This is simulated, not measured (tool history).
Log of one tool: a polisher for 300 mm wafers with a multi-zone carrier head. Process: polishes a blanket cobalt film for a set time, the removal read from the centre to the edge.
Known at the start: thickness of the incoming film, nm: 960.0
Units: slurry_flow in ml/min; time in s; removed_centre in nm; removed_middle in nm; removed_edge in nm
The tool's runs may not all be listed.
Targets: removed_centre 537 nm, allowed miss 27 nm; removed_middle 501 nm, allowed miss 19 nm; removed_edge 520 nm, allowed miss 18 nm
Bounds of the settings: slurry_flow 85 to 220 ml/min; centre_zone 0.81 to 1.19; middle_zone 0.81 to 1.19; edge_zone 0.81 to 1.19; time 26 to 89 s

run  hour  slurry_flow  centre_zone  middle_zone  edge_zone  time  removed_centre  removed_middle  removed_edge
  1     0          140            1            1          1    57          375.84          380.85        380.73
  2   7.6          140            1         1.07          1    57          368.06          404.78        382.86
  3  12.8          140            1         1.07       0.94    57          382.77          411.55        374.48
  4  18.3          130            1         1.07       0.94    57          361.13          398.78        366.45
  5  20.6          130         1.05         1.07       0.94    57          385.02          391.93        359.95
  6  22.3          140         1.05         1.06       0.96    58          412.41          403.64        381.76
  7  28.7          180         1.02         1.11       1.06    63          454.27           483.8        440.36
  8  36.4          180         1.02          1.1       1.07    64          464.63          479.24        451.76
  9  42.1          180         1.02         1.09       1.08    65          457.42          489.39        471.21
 10  45.7          180         1.02         1.09       1.08    65          454.02          495.34        471.08
 11  54.4          185         1.03         1.08       1.09    65          466.49          494.25        465.23
 12  55.2          185         1.04         1.06        1.1    66           479.7          490.45        480.61

4 next moves are on the table. One of them brings every result within its allowed miss. Which?
  A    56          170         0.84         1.02       1.19    71               ?               ?             ?
  B    56          160         0.97         1.06       1.16    66               ?               ?             ?
  C    56          175          1.1         1.01       1.13    70               ?               ?             ?
  D    56          220          1.1         1.06       1.02    61               ?               ?             ?

move  removed_centre  removed_middle  removed_edge
   A          409.59          505.95        530.36
   B           434.8          480.01        482.25
   C          532.97          496.64        511.02
   D          483.18           466.9        433.97
A: brings the result that was furthest off to its target, and leaves another outside
B: further off than the last run
C: meets every target
D: further off than the last run
Answer: C
